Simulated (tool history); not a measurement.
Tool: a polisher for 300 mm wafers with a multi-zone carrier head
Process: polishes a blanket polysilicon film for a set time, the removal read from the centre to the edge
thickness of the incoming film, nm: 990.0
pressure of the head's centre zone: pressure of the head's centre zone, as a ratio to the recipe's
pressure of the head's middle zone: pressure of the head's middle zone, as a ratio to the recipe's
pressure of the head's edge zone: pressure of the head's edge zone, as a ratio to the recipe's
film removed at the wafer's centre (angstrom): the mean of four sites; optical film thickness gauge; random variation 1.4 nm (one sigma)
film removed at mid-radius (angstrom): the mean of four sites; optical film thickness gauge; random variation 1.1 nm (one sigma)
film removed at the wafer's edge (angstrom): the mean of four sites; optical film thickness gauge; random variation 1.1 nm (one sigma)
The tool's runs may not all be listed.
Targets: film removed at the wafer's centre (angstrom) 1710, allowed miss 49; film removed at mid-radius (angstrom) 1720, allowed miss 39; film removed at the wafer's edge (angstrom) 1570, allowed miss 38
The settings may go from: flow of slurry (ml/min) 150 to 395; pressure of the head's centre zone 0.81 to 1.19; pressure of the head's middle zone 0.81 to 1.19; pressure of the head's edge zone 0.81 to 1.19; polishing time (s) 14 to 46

run,hour,flow of slurry (ml/min),pressure of the head's centre zone,pressure of the head's middle zone,pressure of the head's edge zone,polishing time (s),film removed at the wafer's centre (angstrom),film removed at mid-radius (angstrom),film removed at the wafer's edge (angstrom)
1,0,250,1,1,1,30,2746,2728.4,2708.6
2,6.5,195,1,1,1,30,2690.1,2650.9,2665.3
3,12.3,195,1,1,1.04,30,2698,2670.4,2707.4
4,15.9,195,1,1,1.1,30,2704.7,2623.2,2757
5,21.2,205,1.01,1.01,1.04,26,2371.5,2288.6,2355.2
6,29.8,150,1.01,1.01,1.04,26,2281.5,2280.8,2331
7,30.7,175,1.02,1.03,1,23,2069.9,2084,1990.3
8,31.3,180,1.02,1.02,0.97,22,1987.2,1969.2,1908.3
9,33.9,185,1.02,1.02,0.94,21,1921.6,1868.7,1798.4
10,42.5,185,1.01,1.02,0.91,21,1908.6,1880.2,1773.6
11,45.3,180,1,1.02,0.89,20,1780.7,1790.1,1662.4
12,48.8,175,1,1.02,0.87,20,1774.2,1780,1651.8
13,56.2,170,1,1.02,0.86,20,1782.2,1771.6,1627.2
14,61.2,165,0.99,1.02,0.85,20,1746.6,1785.8,1624.8
15,68.4,165,0.99,1.01,0.84,20,1747.5,1743,1611.5
16,77.2,165,0.99,1.01,0.83,20,1732.2,1776.5,1602.9
17,80.5,165,0.99,1,0.83,20,1750.2,1747.9,1604.6

5 next moves are on the table. One of them brings every result within its allowed miss. Which?
A,83.8,230,1.01,1.08,0.81,19,?,?,?
B,83.8,200,0.99,1.02,0.85,19,?,?,?
C,83.8,200,1,1.1,0.81,19,?,?,?
D,83.8,150,0.99,1.06,0.83,20,?,?,?
E,83.8,150,0.98,1.12,0.87,19,?,?,?

move,film removed at the wafer's centre (angstrom),film removed at mid-radius (angstrom),film removed at the wafer's edge (angstrom)
A,1776.7,1811.4,1552.1
B,1716.7,1704.2,1572
C,1735.1,1817.4,1537.3
D,1753.2,1803.5,1603.8
E,1649.3,1796,1554.7
A: brings the result that was furthest off to its target, and leaves another outside
B: meets every target
C: brings the result that was furthest off to its target, and leaves another outside
D: brings the result that was furthest off to its target, and leaves another outside
E: brings the result that was furthest off to its target, and leaves another outside
Move B is the one to make.
